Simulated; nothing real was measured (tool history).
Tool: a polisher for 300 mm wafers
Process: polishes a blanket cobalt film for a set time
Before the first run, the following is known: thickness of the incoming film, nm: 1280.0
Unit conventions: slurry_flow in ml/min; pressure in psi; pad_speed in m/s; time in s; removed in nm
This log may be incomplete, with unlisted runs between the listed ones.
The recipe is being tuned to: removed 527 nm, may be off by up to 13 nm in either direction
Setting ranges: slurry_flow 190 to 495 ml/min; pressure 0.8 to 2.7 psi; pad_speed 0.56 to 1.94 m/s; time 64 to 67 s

run 1 hour=0 | slurry_flow=320 pressure=1.7 pad_speed=1.24 time=64 | removed=378.27
run 2 hour=6.2 | slurry_flow=320 pressure=1.7 pad_speed=1.24 time=67 | removed=389.22
run 3 hour=9.1 | slurry_flow=320 pressure=1.7 pad_speed=1.24 time=64 | removed=379.34
run 4 hour=9.7 | slurry_flow=325 pressure=1.9 pad_speed=1.24 time=64 | removed=416.72
run 5 hour=13.2 | slurry_flow=325 pressure=1.9 pad_speed=1.24 time=64 | removed=418.94
run 6 hour=16.4 | slurry_flow=385 pressure=1.9 pad_speed=1.24 time=64 | removed=422.62
run 7 hour=23.9 | slurry_flow=385 pressure=2 pad_speed=1.24 time=64 | removed=439.53
run 8 hour=28.6 | slurry_flow=385 pressure=2 pad_speed=1.24 time=64 | removed=440.79
run 9 hour=30.4 | slurry_flow=385 pressure=2.1 pad_speed=1.24 time=64 | removed=461.86
-- hour=32.7 slurry nozzle cleaned
run 10 hour=32.7 | slurry_flow=385 pressure=2.2 pad_speed=1.24 time=64 | removed=492.62
run 11 hour=38.8 | slurry_flow=385 pressure=2.3 pad_speed=1.24 time=64 | removed=509.18

Which of these 5 next moves meets every target?
run A hour=44.9 | slurry_flow=425 pressure=2.3 pad_speed=1.2 time=64 | removed=?
run B hour=44.9 | slurry_flow=460 pressure=2.5 pad_speed=1.1 time=64 | removed=?
run C hour=44.9 | slurry_flow=395 pressure=2.5 pad_speed=1.08 time=64 | removed=?
run D hour=44.9 | slurry_flow=370 pressure=2.2 pad_speed=1.32 time=66 | removed=?
run E hour=44.9 | slurry_flow=400 pressure=2.6 pad_speed=1 time=66 | removed=?

move=A removed=497.09
move=B removed=501.56
move=C removed=490.31
move=D removed=528.92
move=E removed=493.18
A: its largest miss is bigger than the last run's
B: its largest miss is bigger than the last run's
C: its largest miss is bigger than the last run's
D: meets every target
E: its largest miss is bigger than the last run's
Answer: D
